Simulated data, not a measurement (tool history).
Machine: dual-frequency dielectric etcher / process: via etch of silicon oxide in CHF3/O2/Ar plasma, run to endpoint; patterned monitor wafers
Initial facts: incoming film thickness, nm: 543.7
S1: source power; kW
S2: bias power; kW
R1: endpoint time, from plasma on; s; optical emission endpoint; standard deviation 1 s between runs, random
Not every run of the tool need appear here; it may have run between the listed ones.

| run | hour | S1 | S2 | R1 |
|---|---|---|---|---|
| 1 | 0 | 0.69 | 0.168 | 265.12 |
| 2 | 4.9 | 0.57 | 0.168 | 295.98 |
| 3 | 12.7 | 0.57 | 0.179 | 287.4 |
| 4 | 19.1 | 0.57 | 0.207 | 276.86 |
| 5 | 21.4 | 0.62 | 0.209 | 262.62 |
| 6 | 29.3 | 0.57 | 0.209 | 274.77 |
| 7 | 32.7 | 0.62 | 0.211 | 259.79 |
| 8 | 36.9 | 0.64 | 0.212 | 255.41 |

Run 9, settings as shown, results not yet in. Your forecast:
| 9 | 39.4 | 0.66 | 0.213 | ? |

R1: 250.87 s

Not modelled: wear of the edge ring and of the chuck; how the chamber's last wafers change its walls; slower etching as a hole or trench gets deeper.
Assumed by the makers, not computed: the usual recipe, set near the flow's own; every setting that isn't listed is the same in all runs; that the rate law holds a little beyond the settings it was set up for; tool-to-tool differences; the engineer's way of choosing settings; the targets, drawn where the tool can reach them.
